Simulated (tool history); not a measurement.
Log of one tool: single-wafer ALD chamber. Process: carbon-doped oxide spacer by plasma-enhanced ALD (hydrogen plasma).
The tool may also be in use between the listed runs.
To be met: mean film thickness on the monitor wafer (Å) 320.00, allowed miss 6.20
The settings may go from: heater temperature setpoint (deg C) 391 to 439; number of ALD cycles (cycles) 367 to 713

| run | hour | heater temperature setpoint (deg C) | number of ALD cycles (cycles) | mean film thickness on the monitor wafer (Å) |
|---|---|---|---|---|
| 1 | 0.0 | 415 | 540 | 273.67 |
| 2 | 6.3 | 415 | 587 | 296.69 |
| 3 | 8.2 | 413 | 590 | 302.01 |
| 4 | 14.3 | 412 | 592 | 303.27 |
| 5 | 18.5 | 411 | 594 | 307.05 |
| 6 | 26.7 | 410 | 595 | 308.83 |
| 7 | 28.3 | 409 | 596 | 309.32 |
| 8 | 34.7 | 409 | 596 | 310.68 |
| 9 | 37.9 | 408 | 597 | 307.25 |
| 10 | 45.3 | 408 | 600 | 312.04 |

Which of these 5 next moves meets every target?
| A | 52.7 | 414 | 598 | ? |
| B | 52.7 | 403 | 560 | ? |
| C | 52.7 | 406 | 566 | ? |
| D | 52.7 | 408 | 586 | ? |
| E | 52.7 | 418 | 637 | ? |

| move | mean film thickness on the monitor wafer (Å) |
|---|---|
| A | 303.76 |
| B | 295.62 |
| C | 295.71 |
| D | 304.03 |
| E | 318.95 |
A: further off than the last run
B: further off than the last run
C: further off than the last run
D: further off than the last run
E: meets every target
Move E is the one to make.

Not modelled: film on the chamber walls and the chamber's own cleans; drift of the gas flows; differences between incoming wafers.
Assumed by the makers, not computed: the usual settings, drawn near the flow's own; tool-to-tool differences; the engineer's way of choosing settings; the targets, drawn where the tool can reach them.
